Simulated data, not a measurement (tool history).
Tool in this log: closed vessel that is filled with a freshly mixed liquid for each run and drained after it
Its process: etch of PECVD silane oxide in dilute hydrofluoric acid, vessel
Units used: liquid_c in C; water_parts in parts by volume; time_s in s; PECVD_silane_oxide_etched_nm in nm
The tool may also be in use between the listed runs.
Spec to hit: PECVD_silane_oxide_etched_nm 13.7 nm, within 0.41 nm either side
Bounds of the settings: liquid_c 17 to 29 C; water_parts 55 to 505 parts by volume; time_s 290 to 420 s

run  hour  liquid_c  water_parts  time_s  PECVD_silane_oxide_etched_nm
  1     0        21          280     420                        15.256
  2   8.4        21          195     420                        23.711
  3  16.7      24.5          195     420                        27.601
  4  17.8      24.5          275     420                        17.857
  5  24.4      23.5          275     420                         17.22
  6  27.2      23.5          360     420                        12.234
  7  30.3        24          360     420                        12.294
  8  32.4      24.5          360     420                        12.493
  9  34.9        25          360     420                        12.678
 10  42.5      25.5          360     420                        12.866
 11  43.1        26          360     420                        13.117

Exactly one of the 5 candidate moves below puts every result within its allowed miss. Which one?
  A  43.7        27          380     410                             ?
  B  43.7        20          320     420                             ?
  C  43.7      25.5          370     415                             ?
  D  43.7        27          360     420                             ?
  E  43.7        27          375     420                             ?

move  PECVD_silane_oxide_etched_nm
   A                        12.414
   B                        12.581
   C                        12.413
   D                        13.687
   E                        12.949
A: moves away from the targets compared with the last run
B: moves away from the targets compared with the last run
C: moves away from the targets compared with the last run
D: each result inside its tolerance
E: moves away from the targets compared with the last run
D is the move that brings every result within its allowed miss.
